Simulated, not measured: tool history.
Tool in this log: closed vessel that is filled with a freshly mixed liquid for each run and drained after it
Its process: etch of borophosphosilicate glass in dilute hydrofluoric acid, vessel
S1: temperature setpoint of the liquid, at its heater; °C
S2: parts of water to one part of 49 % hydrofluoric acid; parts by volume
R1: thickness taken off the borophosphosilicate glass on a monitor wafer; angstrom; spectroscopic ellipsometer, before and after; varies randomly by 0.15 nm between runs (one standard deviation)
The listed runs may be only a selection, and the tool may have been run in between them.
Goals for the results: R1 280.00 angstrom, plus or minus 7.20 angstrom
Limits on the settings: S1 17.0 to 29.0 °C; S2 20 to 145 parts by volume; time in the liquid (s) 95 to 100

Run 1, hour 0.0: S1 21.0 °C, S2 80 parts by volume, time in the liquid (s) 95. Result: R1 444.74 angstrom.
Run 2, hour 3.8: S1 20.0 °C, S2 85 parts by volume, time in the liquid (s) 95. Result: R1 400.92 angstrom.
Run 3, hour 4.9: S1 20.0 °C, S2 60 parts by volume, time in the liquid (s) 95. Result: R1 582.28 angstrom.
Run 4, hour 12.2: S1 19.5 °C, S2 70 parts by volume, time in the liquid (s) 95. Result: R1 482.22 angstrom.
Run 5, hour 15.7: S1 19.5 °C, S2 95 parts by volume, time in the liquid (s) 95. Result: R1 343.52 angstrom.
Run 6, hour 24.5: S1 19.0 °C, S2 95 parts by volume, time in the liquid (s) 95. Result: R1 344.07 angstrom.
Run 7, hour 30.0: S1 18.5 °C, S2 100 parts by volume, time in the liquid (s) 95. Result: R1 314.69 angstrom.
Run 8, hour 33.7: S1 18.5 °C, S2 100 parts by volume, time in the liquid (s) 95. Result: R1 313.08 angstrom.

Which of these 4 next moves meets every target?
Run A, hour 37.4: S1 18.5 °C, S2 95 parts by volume, time in the liquid (s) 100. Result: R1 ?.
Run B, hour 37.4: S1 17.0 °C, S2 100 parts by volume, time in the liquid (s) 95. Result: R1 ?.
Run C, hour 37.4: S1 19.5 °C, S2 115 parts by volume, time in the liquid (s) 95. Result: R1 ?.
Run D, hour 37.4: S1 17.0 °C, S2 85 parts by volume, time in the liquid (s) 95. Result: R1 ?.

move      R1
   A  348.29
   B  293.59
   C  278.76
   D  350.89
A: its largest miss is bigger than the last run's
B: closes in on the targets versus the last run, not all within tolerance yet
C: every result lands within tolerance
D: its largest miss is bigger than the last run's
Go with C: it meets all targets.
